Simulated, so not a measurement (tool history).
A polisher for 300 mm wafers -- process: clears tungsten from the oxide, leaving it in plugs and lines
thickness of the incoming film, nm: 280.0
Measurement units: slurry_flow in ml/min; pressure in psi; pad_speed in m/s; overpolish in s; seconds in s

run,hour,slurry_flow,pressure,pad_speed,slurry_solids,overpolish,seconds
1,0.0,120,4.2,0.96,1.00,3,53.836
2,3.6,120,3.8,0.90,1.00,3,61.916
3,6.3,120,3.5,0.84,1.00,3,69.317
4,7.6,120,3.5,0.84,1.00,3,72.022
5,11.5,120,3.5,0.84,0.85,3,73.465
6,15.4,120,3.5,0.84,0.85,3,74.417

Forecast run 7:
7,17.4,110,2.3,0.66,0.80,3,?

{"run 7": {"seconds": 143.81}}
